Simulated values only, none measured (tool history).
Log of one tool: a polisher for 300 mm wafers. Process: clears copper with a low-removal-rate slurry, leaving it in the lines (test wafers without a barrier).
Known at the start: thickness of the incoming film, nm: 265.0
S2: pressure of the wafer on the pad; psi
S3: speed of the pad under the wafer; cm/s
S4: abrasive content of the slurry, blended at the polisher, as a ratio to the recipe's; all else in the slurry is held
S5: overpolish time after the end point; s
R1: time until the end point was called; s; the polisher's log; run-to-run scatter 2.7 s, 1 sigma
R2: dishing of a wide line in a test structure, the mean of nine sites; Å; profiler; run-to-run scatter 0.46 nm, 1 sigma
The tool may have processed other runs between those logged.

run 1 hour=0.0 | flow_of_slurry_(ml/min)=175 S2=2.2 S3=124 S4=1.0 S5=21 | R1=102.850 R2=267.82
run 2 hour=8.0 | flow_of_slurry_(ml/min)=175 S2=2.2 S3=142 S4=1.0 S5=21 | R1=88.457 R2=295.54
run 3 hour=9.8 | flow_of_slurry_(ml/min)=175 S2=2.1 S3=142 S4=1.0 S5=23 | R1=92.706 R2=314.31
run 4 hour=15.4 | flow_of_slurry_(ml/min)=175 S2=2.1 S3=114 S4=1.0 S5=23 | R1=114.500 R2=258.24
run 5 hour=16.1 | flow_of_slurry_(ml/min)=175 S2=2.0 S3=114 S4=1.0 S5=24 | R1=121.320 R2=260.11
run 6 hour=23.7 | flow_of_slurry_(ml/min)=175 S2=1.9 S3=114 S4=1.0 S5=25 | R1=120.070 R2=264.04

Predict the results of run 7:
run 7 hour=32.6 | flow_of_slurry_(ml/min)=175 S2=1.8 S3=114 S4=1.0 S5=26 | R1=? R2=?

Run 7 came out at R1 132.190 s, R2 257.78 Å.
